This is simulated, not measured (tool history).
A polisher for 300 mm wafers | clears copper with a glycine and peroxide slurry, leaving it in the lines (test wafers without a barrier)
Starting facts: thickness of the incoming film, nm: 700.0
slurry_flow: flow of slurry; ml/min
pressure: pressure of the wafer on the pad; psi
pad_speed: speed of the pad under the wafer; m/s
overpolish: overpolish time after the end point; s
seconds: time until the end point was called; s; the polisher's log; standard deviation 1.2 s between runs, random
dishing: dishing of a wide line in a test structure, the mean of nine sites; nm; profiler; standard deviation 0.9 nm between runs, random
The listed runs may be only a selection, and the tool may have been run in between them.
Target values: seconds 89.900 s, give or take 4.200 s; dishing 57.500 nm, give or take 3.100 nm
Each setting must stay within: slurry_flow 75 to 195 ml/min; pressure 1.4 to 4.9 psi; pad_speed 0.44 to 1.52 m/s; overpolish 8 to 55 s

run  hour  slurry_flow  pressure  pad_speed  overpolish  seconds  dishing
  1   0.0          125       3.1       0.98          28  126.820   65.421
  2   6.6          125       3.2       1.00          25  124.080   62.154
  3  11.0          125       3.4       1.00          23  114.790   62.387
  4  12.3          110       3.4       1.00          23  119.450   60.931
  5  21.2          140       3.4       1.00          23  115.290   62.681
  6  27.7          140       3.4       1.14          23  104.690   63.754
  7  34.1          140       3.5       1.14          21  103.590   62.272
  8  40.4          140       3.6       1.14          20   99.847   61.301
  9  46.7          150       3.9       1.16          11   95.070   47.339
 10  47.5          150       3.9       1.16          12   97.323   49.004
 11  51.9          150       3.9       1.16          13   94.792   53.029
 12  57.4          155       4.1       1.16          18   92.740   62.206

Exercise: of the 5 proposed moves below, exactly one satisfies all targets within the stated allowed misses. Which move is it?
  A  62.9          155       4.1       1.18          15        ?        ?
  B  62.9          140       4.2       1.18          11        ?        ?
  C  62.9          145       3.7       1.46          12        ?        ?
  D  62.9          155       4.3       0.96          26        ?        ?
  E  62.9          130       4.3       1.18          11        ?        ?

move  seconds  dishing
   A   90.988   56.883
   B   90.773   48.450
   C   83.541   52.591
   D  102.130   67.928
   E   90.285   48.626
A: in spec on every target
B: takes the result that was furthest off past its target
C: takes the result that was furthest off past its target
D: moves away from the targets compared with the last run
E: takes the result that was furthest off past its target
So the answer is move A, the one that meets all the targets.

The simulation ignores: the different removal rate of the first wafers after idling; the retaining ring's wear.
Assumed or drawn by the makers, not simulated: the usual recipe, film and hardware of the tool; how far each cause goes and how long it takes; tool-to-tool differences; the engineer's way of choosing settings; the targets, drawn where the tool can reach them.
